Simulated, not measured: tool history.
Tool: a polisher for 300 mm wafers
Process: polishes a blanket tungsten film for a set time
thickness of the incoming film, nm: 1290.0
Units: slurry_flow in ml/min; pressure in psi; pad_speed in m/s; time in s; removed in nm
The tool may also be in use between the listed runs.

| run | hour | slurry_flow | pressure | pad_speed | slurry_solids | time | removed |
|---|---|---|---|---|---|---|---|
| 1 | 0 | 300 | 3.6 | 1.08 | 1 | 70 | 339.89 |
| 2 | 4.1 | 300 | 3.6 | 1.08 | 0.85 | 70 | 323.59 |
| 3 | 9.2 | 300 | 3.6 | 0.84 | 0.85 | 70 | 274.29 |
| 4 | 17.9 | 300 | 3.6 | 0.84 | 0.95 | 70 | 275.03 |
| 5 | 19.6 | 300 | 4 | 0.84 | 0.95 | 70 | 311.53 |
| 6 | 26.7 | 300 | 4.3 | 0.84 | 0.95 | 70 | 332.29 |
| 7 | 27.3 | 300 | 4.5 | 0.84 | 0.95 | 70 | 356.01 |
| 8 | 29.6 | 300 | 4.6 | 0.84 | 0.95 | 70 | 353.91 |
| 9 | 38.3 | 300 | 4.6 | 0.84 | 0.95 | 70 | 355.89 |
| 10 | 41.6 | 300 | 4.8 | 0.84 | 0.95 | 70 | 369.39 |
| 11 | 47.7 | 300 | 4.8 | 0.84 | 0.95 | 70 | 378.57 |
| 12 | 49.8 | 300 | 4.9 | 0.84 | 0.95 | 70 | 380.04 |

The next listed run, before its measurement:
| 13 | 51.2 | 300 | 5 | 0.84 | 0.95 | 70 | ? |

{"run 13": {"removed": 395.4}}
